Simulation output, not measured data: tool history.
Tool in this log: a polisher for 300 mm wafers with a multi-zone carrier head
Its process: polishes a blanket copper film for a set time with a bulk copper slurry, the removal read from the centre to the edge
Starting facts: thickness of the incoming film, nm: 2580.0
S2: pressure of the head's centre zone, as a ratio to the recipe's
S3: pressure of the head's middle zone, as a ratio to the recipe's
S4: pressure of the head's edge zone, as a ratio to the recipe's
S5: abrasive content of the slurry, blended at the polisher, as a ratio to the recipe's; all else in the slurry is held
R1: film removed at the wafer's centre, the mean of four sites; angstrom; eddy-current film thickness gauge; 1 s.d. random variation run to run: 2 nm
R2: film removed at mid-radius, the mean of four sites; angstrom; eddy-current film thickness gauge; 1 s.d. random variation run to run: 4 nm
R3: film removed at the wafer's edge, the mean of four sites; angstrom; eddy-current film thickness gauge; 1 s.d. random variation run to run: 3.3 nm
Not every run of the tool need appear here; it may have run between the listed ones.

Run 1, hour 0: flow of slurry (ml/min) 215, S2 1, S3 1, S4 1, S5 1, polishing time (s) 32. Result: R1 3598.6 angstrom, R2 3354.3 angstrom, R3 3496.9 angstrom.
Run 2, hour 7: flow of slurry (ml/min) 215, S2 1, S3 1, S4 0.95, S5 1, polishing time (s) 32. Result: R1 3605 angstrom, R2 3404.4 angstrom, R3 3373.2 angstrom.
Run 3, hour 12.6: flow of slurry (ml/min) 215, S2 0.99, S3 0.99, S4 0.93, S5 0.95, polishing time (s) 32. Result: R1 3479.2 angstrom, R2 3274.8 angstrom, R3 3367.3 angstrom.
Run 4, hour 19.8: flow of slurry (ml/min) 215, S2 0.99, S3 0.99, S4 0.93, S5 0.85, polishing time (s) 32. Result: R1 3444.5 angstrom, R2 3209.2 angstrom, R3 3172.9 angstrom.
Run 5, hour 24: flow of slurry (ml/min) 215, S2 0.99, S3 0.99, S4 0.93, S5 0.85, polishing time (s) 38. Result: R1 4147.3 angstrom, R2 3820.1 angstrom, R3 3955.7 angstrom.
Run 6, hour 25.2: flow of slurry (ml/min) 215, S2 1.03, S3 0.99, S4 0.93, S5 0.85, polishing time (s) 38. Result: R1 4254.5 angstrom, R2 3740.7 angstrom, R3 3896.6 angstrom.
Run 7, hour 31.1: flow of slurry (ml/min) 210, S2 1.01, S3 0.99, S4 0.92, S5 0.8, polishing time (s) 37. Result: R1 4060.3 angstrom, R2 3661.7 angstrom, R3 3714.8 angstrom.
Run 8, hour 36.3: flow of slurry (ml/min) 210, S2 0.99, S3 0.98, S4 0.91, S5 0.75, polishing time (s) 36. Result: R1 3762.3 angstrom, R2 3496.5 angstrom, R3 3462.9 angstrom.
Run 9, hour 38.1: flow of slurry (ml/min) 205, S2 0.97, S3 0.96, S4 0.9, S5 0.7, polishing time (s) 36. Result: R1 3631.1 angstrom, R2 3354.5 angstrom, R3 3545.8 angstrom.
Run 10, hour 46.8: flow of slurry (ml/min) 205, S2 0.96, S3 0.96, S4 0.9, S5 0.65, polishing time (s) 35. Result: R1 3477.1 angstrom, R2 3207.3 angstrom, R3 3329.7 angstrom.
Run 11, hour 49.7: flow of slurry (ml/min) 205, S2 0.96, S3 0.96, S4 0.9, S5 0.65, polishing time (s) 35. Result: R1 3453.5 angstrom, R2 3212.1 angstrom, R3 3367.3 angstrom.
Run 12, hour 50.9: flow of slurry (ml/min) 205, S2 0.96, S3 0.96, S4 0.89, S5 0.65, polishing time (s) 34. Result: R1 3347.4 angstrom, R2 3146.3 angstrom, R3 3204.9 angstrom.
Run 13, hour 60: flow of slurry (ml/min) 205, S2 0.95, S3 0.96, S4 0.88, S5 0.65, polishing time (s) 33. Result: R1 3232.6 angstrom, R2 2990.8 angstrom, R3 3118.3 angstrom.
Run 14, hour 67.3: flow of slurry (ml/min) 205, S2 0.94, S3 0.97, S4 0.87, S5 0.65, polishing time (s) 33. Result: R1 3194.7 angstrom, R2 3126.4 angstrom, R3 3101.5 angstrom.
Run 15, hour 72.2: flow of slurry (ml/min) 200, S2 0.93, S3 0.97, S4 0.85, S5 0.55, polishing time (s) 31. Result: R1 2888.6 angstrom, R2 2812.7 angstrom, R3 2865.2 angstrom.
Run 16, hour 80.8: flow of slurry (ml/min) 200, S2 0.93, S3 0.97, S4 0.85, S5 0.55, polishing time (s) 31. Result: R1 2872.3 angstrom, R2 2799.7 angstrom, R3 2769.9 angstrom.
Run 17, hour 86.7: flow of slurry (ml/min) 195, S2 0.93, S3 0.97, S4 0.85, S5 0.55, polishing time (s) 31. Result: R1 2850 angstrom, R2 2825.5 angstrom, R3 2797.6 angstrom.

What will run 18 give?
At hour 88.9: centre zone pressure recalibrated.
Run 18, hour 88.9: flow of slurry (ml/min) 185, S2 0.94, S3 0.97, S4 0.83, S5 0.5, polishing time (s) 31. Result: R1 ?, R2 ?, R3 ?.

{"run 18": {"R1": 2690.9, "R2": 2756.2, "R3": 2700.1}}
